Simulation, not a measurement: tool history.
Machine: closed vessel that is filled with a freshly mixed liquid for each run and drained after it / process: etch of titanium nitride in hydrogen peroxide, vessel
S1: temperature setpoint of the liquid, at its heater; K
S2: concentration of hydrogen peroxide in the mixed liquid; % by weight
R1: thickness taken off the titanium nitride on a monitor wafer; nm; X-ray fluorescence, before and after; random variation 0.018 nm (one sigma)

{"run": 1, "hour": 0.0, "S1": 326.15, "S2": 15.5, "time in the liquid (s)": 160, "R1": 4.9763}
{"run": 2, "hour": 6.5, "S1": 329.65, "S2": 15.5, "time in the liquid (s)": 160, "R1": 6.3947}
{"run": 3, "hour": 10.7, "S1": 327.15, "S2": 15.5, "time in the liquid (s)": 160, "R1": 5.349}
{"run": 4, "hour": 12.3, "S1": 327.15, "S2": 15.5, "time in the liquid (s)": 160, "R1": 5.3648}
{"run": 5, "hour": 15.5, "S1": 324.15, "S2": 15.5, "time in the liquid (s)": 160, "R1": 4.3062}
{"run": 6, "hour": 17.0, "S1": 323.15, "S2": 15.5, "time in the liquid (s)": 160, "R1": 4.0049}
{"run": 7, "hour": 23.8, "S1": 322.15, "S2": 15.5, "time in the liquid (s)": 160, "R1": 3.7147}

Run 8 comes next. What will it give?
{"run": 8, "hour": 27.6, "S1": 321.65, "S2": 15.5, "time in the liquid (s)": 160, "R1": "?"}

R1: 3.5880 nm
